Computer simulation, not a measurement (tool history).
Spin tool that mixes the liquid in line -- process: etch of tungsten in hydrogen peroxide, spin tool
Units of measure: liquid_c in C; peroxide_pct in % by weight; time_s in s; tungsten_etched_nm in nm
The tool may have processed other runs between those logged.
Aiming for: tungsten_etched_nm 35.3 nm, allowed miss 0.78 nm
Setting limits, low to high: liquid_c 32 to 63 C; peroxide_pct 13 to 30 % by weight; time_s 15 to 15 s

run	day	liquid_c	peroxide_pct	time_s	tungsten_etched_nm
1	0	47	24	15	17.761
2	0.046	42.5	24	15	13.309
3	0.229	42.5	25.5	15	13.748
4	0.521	42.5	29.5	15	14.732
5	0.625	42.5	26.5	15	13.989
6	0.8	45	26.5	15	16.346
7	1.088	47	26.5	15	18.64
8	1.371	55	26.5	15	30.356

Which single option among these 4 for the next run brings every result within its allowed miss of target? Just one does.
A	1.654	57.5	26.5	15	?
B	1.654	52	26	15	?
C	1.654	57.5	24.5	15	?
D	1.654	57	26	15	?

move	tungsten_etched_nm
A	34.743
B	24.827
C	33.406
D	33.422
A: each result inside its tolerance
B: further off than the last run
C: better than the last run, though not everything is in spec
D: better than the last run, though not everything is in spec
So the answer is move A, the one that meets all the targets.

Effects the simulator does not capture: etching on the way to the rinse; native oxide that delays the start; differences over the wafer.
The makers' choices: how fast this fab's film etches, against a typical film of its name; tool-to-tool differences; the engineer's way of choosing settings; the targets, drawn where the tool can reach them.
